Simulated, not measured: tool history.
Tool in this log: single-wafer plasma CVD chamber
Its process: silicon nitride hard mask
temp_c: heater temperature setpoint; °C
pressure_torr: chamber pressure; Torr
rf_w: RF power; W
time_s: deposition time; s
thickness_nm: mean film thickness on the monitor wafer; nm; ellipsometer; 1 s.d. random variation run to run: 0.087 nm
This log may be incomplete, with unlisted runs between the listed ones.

| run | hour | temp_c | pressure_torr | rf_w | time_s | thickness_nm |
|---|---|---|---|---|---|---|
| 1 | 0.0 | 405 | 1.46 | 250 | 29.8 | 30.003 |
| 2 | 1.5 | 405 | 1.46 | 250 | 29.8 | 30.015 |
| 3 | 8.7 | 405 | 1.46 | 275 | 29.8 | 31.833 |
| 4 | 16.3 | 405 | 1.58 | 275 | 29.8 | 33.025 |
| 5 | 23.1 | 405 | 1.58 | 275 | 30.8 | 33.932 |
| 6 | 27.1 | 405 | 1.60 | 275 | 30.8 | 34.150 |
| 7 | 32.0 | 405 | 1.61 | 275 | 30.8 | 34.337 |
| 8 | 37.5 | 405 | 1.62 | 275 | 30.8 | 34.529 |

Forecast run 9:
| 9 | 42.2 | 405 | 1.63 | 275 | 30.8 | ? |

{"run 9": {"thickness_nm": 34.477}}
